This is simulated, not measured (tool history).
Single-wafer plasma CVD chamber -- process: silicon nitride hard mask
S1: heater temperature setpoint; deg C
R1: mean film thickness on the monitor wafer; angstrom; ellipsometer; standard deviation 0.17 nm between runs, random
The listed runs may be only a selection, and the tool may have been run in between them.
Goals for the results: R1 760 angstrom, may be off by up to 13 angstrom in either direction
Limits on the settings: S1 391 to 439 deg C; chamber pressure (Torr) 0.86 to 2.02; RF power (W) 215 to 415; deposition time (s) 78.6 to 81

{"run": 1, "hour": 0.0, "S1": 415, "chamber pressure (Torr)": 1.44, "RF power (W)": 315, "deposition time (s)": 78.6, "R1": 906.09}
{"run": 2, "hour": 1.2, "S1": 415, "chamber pressure (Torr)": 1.44, "RF power (W)": 285, "deposition time (s)": 78.6, "R1": 834.81}
{"run": 3, "hour": 4.0, "S1": 415, "chamber pressure (Torr)": 1.44, "RF power (W)": 270, "deposition time (s)": 78.6, "R1": 796.72}
{"run": 4, "hour": 11.6, "S1": 415, "chamber pressure (Torr)": 1.38, "RF power (W)": 270, "deposition time (s)": 78.6, "R1": 776.22}
{"run": 5, "hour": 19.8, "S1": 415, "chamber pressure (Torr)": 1.38, "RF power (W)": 270, "deposition time (s)": 78.6, "R1": 782.02}
{"run": 6, "hour": 23.8, "S1": 415, "chamber pressure (Torr)": 1.38, "RF power (W)": 245, "deposition time (s)": 78.6, "R1": 715.27}
{"run": 7, "hour": 30.7, "S1": 415, "chamber pressure (Torr)": 1.45, "RF power (W)": 245, "deposition time (s)": 78.6, "R1": 731.56}
{"run": 8, "hour": 35.7, "S1": 415, "chamber pressure (Torr)": 1.6, "RF power (W)": 250, "deposition time (s)": 78.6, "R1": 776.61}

Below are 5 possible settings for the next run. Only one of them brings all results inside the allowed miss of their targets. Which is it?
{"run": "A", "hour": 40.7, "S1": 416, "chamber pressure (Torr)": 1.63, "RF power (W)": 255, "deposition time (s)": 78.6, "R1": "?"}
{"run": "B", "hour": 40.7, "S1": 413, "chamber pressure (Torr)": 1.7, "RF power (W)": 245, "deposition time (s)": 80.7, "R1": "?"}
{"run": "C", "hour": 40.7, "S1": 422, "chamber pressure (Torr)": 1.56, "RF power (W)": 245, "deposition time (s)": 79.5, "R1": "?"}
{"run": "D", "hour": 40.7, "S1": 409, "chamber pressure (Torr)": 1.86, "RF power (W)": 230, "deposition time (s)": 81, "R1": "?"}
{"run": "E", "hour": 40.7, "S1": 392, "chamber pressure (Torr)": 1.77, "RF power (W)": 220, "deposition time (s)": 78.6, "R1": "?"}

move=A R1=792.38
move=B R1=798.46
move=C R1=757.88
move=D R1=780.52
move=E R1=717.24
A: its largest miss is bigger than the last run's
B: its largest miss is bigger than the last run's
C: hits every target within its allowed miss
D: its largest miss is bigger than the last run's
E: moves the result that the last run missed by most past its target, out the other side
C is the move that brings every result within its allowed miss.

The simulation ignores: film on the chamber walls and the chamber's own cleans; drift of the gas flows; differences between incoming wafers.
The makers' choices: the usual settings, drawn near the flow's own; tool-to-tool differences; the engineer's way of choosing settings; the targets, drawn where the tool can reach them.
